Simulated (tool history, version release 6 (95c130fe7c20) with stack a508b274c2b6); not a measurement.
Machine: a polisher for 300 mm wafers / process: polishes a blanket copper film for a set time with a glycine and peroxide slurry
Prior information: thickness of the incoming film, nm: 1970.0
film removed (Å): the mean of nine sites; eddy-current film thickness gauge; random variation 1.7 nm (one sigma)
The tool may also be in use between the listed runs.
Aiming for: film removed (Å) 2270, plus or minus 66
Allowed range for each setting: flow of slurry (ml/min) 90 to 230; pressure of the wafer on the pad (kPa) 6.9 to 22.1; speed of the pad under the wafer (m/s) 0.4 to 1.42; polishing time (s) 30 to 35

| run | hour | flow of slurry (ml/min) | pressure of the wafer on the pad (kPa) | speed of the pad under the wafer (m/s) | polishing time (s) | film removed (Å) |
|---|---|---|---|---|---|---|
| 1 | 0 | 150 | 14.5 | 0.9 | 35 | 1306.7 |
| 2 | 5 | 155 | 15.9 | 0.92 | 35 | 1397.2 |
| 3 | 6.2 | 155 | 16.5 | 0.96 | 35 | 1516 |
| 4 | 12.1 | 155 | 17.2 | 0.98 | 35 | 1598.3 |
|  | 12.9 | worn pad replaced by a new one |
| 5 | 12.9 | 155 | 17.9 | 1 | 35 | 1846.4 |
| 6 | 14.5 | 155 | 18.6 | 1 | 35 | 1917 |
| 7 | 18.8 | 155 | 20 | 1 | 35 | 1994.4 |
| 8 | 22.9 | 160 | 21.4 | 1 | 35 | 2118.3 |

Which one of the following 4 next-run settings gets every result inside its allowed miss? There is exactly one.
| A | 27 | 120 | 21.4 | 1.14 | 35 | ? |
| B | 27 | 135 | 20.7 | 0.92 | 35 | ? |
| C | 27 | 155 | 22.1 | 0.98 | 33 | ? |
| D | 27 | 215 | 21.4 | 0.94 | 33 | ? |

| move | film removed (Å) |
|---|---|
| A | 2246.9 |
| B | 1875.4 |
| C | 2021.3 |
| D | 1999.5 |
A: meets every target
B: lands further from the targets than the last run did
C: lands further from the targets than the last run did
D: lands further from the targets than the last run did
The move that meets every target is A.

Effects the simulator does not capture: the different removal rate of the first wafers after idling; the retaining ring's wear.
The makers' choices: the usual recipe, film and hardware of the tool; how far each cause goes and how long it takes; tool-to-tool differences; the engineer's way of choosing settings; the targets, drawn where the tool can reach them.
